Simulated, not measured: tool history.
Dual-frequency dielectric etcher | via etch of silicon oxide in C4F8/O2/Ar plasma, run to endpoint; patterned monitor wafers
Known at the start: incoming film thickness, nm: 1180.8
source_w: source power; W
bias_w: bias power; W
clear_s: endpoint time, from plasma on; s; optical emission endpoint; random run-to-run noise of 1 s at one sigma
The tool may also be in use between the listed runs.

{"run": 1, "hour": 0.0, "source_w": 1800, "bias_w": 1433, "clear_s": 251.36}
{"run": 2, "hour": 1.9, "source_w": 1660, "bias_w": 1408, "clear_s": 262.64}
{"run": 3, "hour": 9.2, "source_w": 1910, "bias_w": 1408, "clear_s": 244.17}
{"run": 4, "hour": 14.2, "source_w": 1910, "bias_w": 1496, "clear_s": 241.39}
{"run": 5, "hour": 16.6, "source_w": 1910, "bias_w": 1636, "clear_s": 236.87}
{"run": 6, "hour": 21.9, "source_w": 1720, "bias_w": 1636, "clear_s": 249.31}
{"run": 7, "hour": 25.9, "source_w": 1600, "bias_w": 1613, "clear_s": 263.45}

What will run 8 give?
{"hour": 28.3, "done": "source power generator calibrated"}
{"run": 8, "hour": 28.3, "source_w": 1520, "bias_w": 1608, "clear_s": "?"}

Run 8 produced clear_s 275.77 s.
